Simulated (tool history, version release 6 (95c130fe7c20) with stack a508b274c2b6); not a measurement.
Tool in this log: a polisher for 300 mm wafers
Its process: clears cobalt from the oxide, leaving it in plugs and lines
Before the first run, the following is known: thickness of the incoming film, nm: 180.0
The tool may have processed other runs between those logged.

| run | hour | flow of slurry (ml/min) | pressure of the wafer on the pad (psi) | speed of the pad under the wafer (cm/s) | overpolish time after the end point (s) | time until the end point was called (s) | dishing of a wide line in a test structure (nm) |
|---|---|---|---|---|---|---|---|
| 1 | 0.0 | 300 | 1.3 | 116 | 15 | 50.841 | 39.873 |
| 2 | 4.9 | 300 | 1.5 | 120 | 15 | 40.830 | 44.245 |
| 3 | 11.6 | 300 | 1.6 | 122 | 16 | 38.565 | 48.593 |
| 4 | 20.3 | 300 | 1.7 | 126 | 16 | 36.105 | 52.333 |
| 5 | 28.3 | 300 | 1.8 | 130 | 16 | 32.817 | 53.162 |
| 6 | 37.1 | 300 | 2.1 | 130 | 16 | 28.309 | 56.315 |
| 7 | 38.1 | 300 | 2.1 | 134 | 16 | 27.978 | 58.486 |
| 8 | 41.3 | 300 | 2.1 | 138 | 16 | 26.997 | 58.127 |
| 9 | 42.1 | 300 | 2.1 | 142 | 16 | 26.175 | 57.929 |
| 10 | 44.9 | 300 | 2.1 | 144 | 17 | 26.313 | 59.073 |
| 11 | 46.2 | 300 | 2.1 | 148 | 18 | 25.835 | 61.630 |
| 12 | 51.1 | 300 | 2.1 | 152 | 19 | 25.154 | 65.295 |

Run 13, settings as shown, results not yet in. Your forecast:
| 13 | 58.5 | 300 | 2.1 | 154 | 19 | ? | ? |

{"run 13": {"time until the end point was called (s)": 24.495, "dishing of a wide line in a test structure (nm)": 63.39}}
